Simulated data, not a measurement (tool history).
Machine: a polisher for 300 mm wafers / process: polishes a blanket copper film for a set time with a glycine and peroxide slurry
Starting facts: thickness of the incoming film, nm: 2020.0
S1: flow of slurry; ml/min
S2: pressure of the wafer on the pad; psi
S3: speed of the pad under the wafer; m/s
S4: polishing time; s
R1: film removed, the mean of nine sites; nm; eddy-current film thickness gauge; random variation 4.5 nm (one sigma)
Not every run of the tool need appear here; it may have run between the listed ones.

{"run": 1, "day": 0.0, "S1": 310, "S2": 3.1, "S3": 0.84, "S4": 47, "R1": 288.5}
{"run": 2, "day": 0.196, "S1": 310, "S2": 3.1, "S3": 0.66, "S4": 47, "R1": 241.56}
{"run": 3, "day": 0.396, "S1": 385, "S2": 3.1, "S3": 0.66, "S4": 47, "R1": 246.23}
{"run": 4, "day": 0.767, "S1": 385, "S2": 2.8, "S3": 0.66, "S4": 47, "R1": 227.61}
{"run": 5, "day": 0.808, "S1": 310, "S2": 2.8, "S3": 0.66, "S4": 47, "R1": 224.32}
{"run": 6, "day": 1.075, "S1": 310, "S2": 2.8, "S3": 0.66, "S4": 41, "R1": 193.57}
{"run": 7, "day": 1.271, "S1": 310, "S2": 3.7, "S3": 0.74, "S4": 41, "R1": 262.55}
{"run": 8, "day": 1.55, "S1": 310, "S2": 4.0, "S3": 0.76, "S4": 41, "R1": 288.06}
{"run": 9, "day": 1.783, "S1": 310, "S2": 4.2, "S3": 0.76, "S4": 41, "R1": 298.67}
{"run": 10, "day": 2.088, "S1": 310, "S2": 4.4, "S3": 0.76, "S4": 41, "R1": 314.79}
{"run": 11, "day": 2.454, "S1": 310, "S2": 4.5, "S3": 0.76, "S4": 41, "R1": 311.22}

What does the tool deliver on the next run?
{"run": 12, "day": 2.75, "S1": 310, "S2": 4.6, "S3": 0.76, "S4": 41, "R1": "?"}

For run 12 the tool returned R1 320.29 nm.
